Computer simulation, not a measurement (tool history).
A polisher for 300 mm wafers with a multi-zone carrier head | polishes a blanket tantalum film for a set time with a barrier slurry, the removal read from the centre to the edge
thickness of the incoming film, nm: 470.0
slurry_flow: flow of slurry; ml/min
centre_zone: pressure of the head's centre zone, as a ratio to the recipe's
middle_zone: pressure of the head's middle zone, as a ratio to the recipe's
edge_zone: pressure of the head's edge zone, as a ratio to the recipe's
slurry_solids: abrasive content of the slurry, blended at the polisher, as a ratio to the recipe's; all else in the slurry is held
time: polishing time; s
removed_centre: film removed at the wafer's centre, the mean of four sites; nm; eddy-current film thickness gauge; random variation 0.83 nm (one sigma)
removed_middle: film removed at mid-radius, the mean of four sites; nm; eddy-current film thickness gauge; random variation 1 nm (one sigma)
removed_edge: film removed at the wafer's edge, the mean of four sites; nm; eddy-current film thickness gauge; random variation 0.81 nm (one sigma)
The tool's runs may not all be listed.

Run 1, day 0: slurry_flow 235 ml/min, centre_zone 1, middle_zone 1, edge_zone 1, slurry_solids 1, time 34 s. Result: removed_centre 84.457 nm, removed_middle 83.377 nm, removed_edge 83.307 nm.
Run 2, day 0.158: slurry_flow 180 ml/min, centre_zone 1, middle_zone 1, edge_zone 1, slurry_solids 1, time 34 s. Result: removed_centre 80.974 nm, removed_middle 81.699 nm, removed_edge 81.811 nm.
Run 3, day 0.396: slurry_flow 180 ml/min, centre_zone 1.04, middle_zone 1, edge_zone 1, slurry_solids 1, time 34 s. Result: removed_centre 83.588 nm, removed_middle 80.789 nm, removed_edge 81.324 nm.
Run 4, day 0.529: slurry_flow 180 ml/min, centre_zone 0.99, middle_zone 1, edge_zone 1, slurry_solids 1, time 34 s. Result: removed_centre 79.786 nm, removed_middle 81.523 nm, removed_edge 82.727 nm.
Run 5, day 0.85: slurry_flow 145 ml/min, centre_zone 0.99, middle_zone 1, edge_zone 1, slurry_solids 1, time 34 s. Result: removed_centre 78.328 nm, removed_middle 78.552 nm, removed_edge 80.482 nm.
Run 6, day 1.217: slurry_flow 145 ml/min, centre_zone 0.99, middle_zone 1, edge_zone 1, slurry_solids 1.15, time 34 s. Result: removed_centre 80.063 nm, removed_middle 80.411 nm, removed_edge 83.608 nm.
Run 7, day 1.304: slurry_flow 170 ml/min, centre_zone 1.02, middle_zone 1.02, edge_zone 1.04, slurry_solids 1.25, time 35 s. Result: removed_centre 87.39 nm, removed_middle 88.586 nm, removed_edge 89.598 nm.
Run 8, day 1.65: slurry_flow 190 ml/min, centre_zone 1.04, middle_zone 1.01, edge_zone 1.07, slurry_solids 1.3, time 36 s. Result: removed_centre 94.012 nm, removed_middle 92.51 nm, removed_edge 95.382 nm.
Run 9, day 1.779: slurry_flow 205 ml/min, centre_zone 1.05, middle_zone 1.01, edge_zone 1.09, slurry_solids 1.35, time 37 s. Result: removed_centre 100.56 nm, removed_middle 96.23 nm, removed_edge 99.939 nm.
Run 10, day 1.9: slurry_flow 215 ml/min, centre_zone 1.05, middle_zone 1.01, edge_zone 1.11, slurry_solids 1.4, time 38 s. Result: removed_centre 104.65 nm, removed_middle 101.86 nm, removed_edge 104.83 nm.
Run 11, day 1.967: slurry_flow 225 ml/min, centre_zone 1.06, middle_zone 1.01, edge_zone 1.13, slurry_solids 1.4, time 39 s. Result: removed_centre 108.66 nm, removed_middle 104.32 nm, removed_edge 109.7 nm.
Run 12, day 2.004: slurry_flow 225 ml/min, centre_zone 1.06, middle_zone 1.01, edge_zone 1.13, slurry_solids 1.4, time 39 s. Result: removed_centre 109.39 nm, removed_middle 103.85 nm, removed_edge 108.84 nm.
Run 13, day 2.158: slurry_flow 235 ml/min, centre_zone 1.06, middle_zone 1.01, edge_zone 1.14, slurry_solids 1.4, time 40 s. Result: removed_centre 111.46 nm, removed_middle 106.01 nm, removed_edge 113.8 nm.
Run 14, day 2.529: slurry_flow 300 ml/min, centre_zone 1.15, middle_zone 1.1, edge_zone 1.19, slurry_solids 1.5, time 40 s. Result: removed_centre 126.24 nm, removed_middle 117.76 nm, removed_edge 119.84 nm.
Run 15, day 2.804: slurry_flow 300 ml/min, centre_zone 1.14, middle_zone 1.09, edge_zone 1.19, slurry_solids 1.5, time 40 s. Result: removed_centre 124.52 nm, removed_middle 117.85 nm, removed_edge 120.3 nm.
Run 16, day 3.112: slurry_flow 305 ml/min, centre_zone 1.14, middle_zone 1.08, edge_zone 1.19, slurry_solids 1.5, time 40 s. Result: removed_centre 124.04 nm, removed_middle 116.18 nm, removed_edge 118.51 nm.

The next listed run, before its measurement:
Run 17, day 3.225: slurry_flow 300 ml/min, centre_zone 1.13, middle_zone 1.07, edge_zone 1.19, slurry_solids 1.5, time 40 s. Result: removed_centre ?, removed_middle ?, removed_edge ?.

Run 17 gave removed_centre 123.37 nm, removed_middle 115.52 nm, removed_edge 119.54 nm.
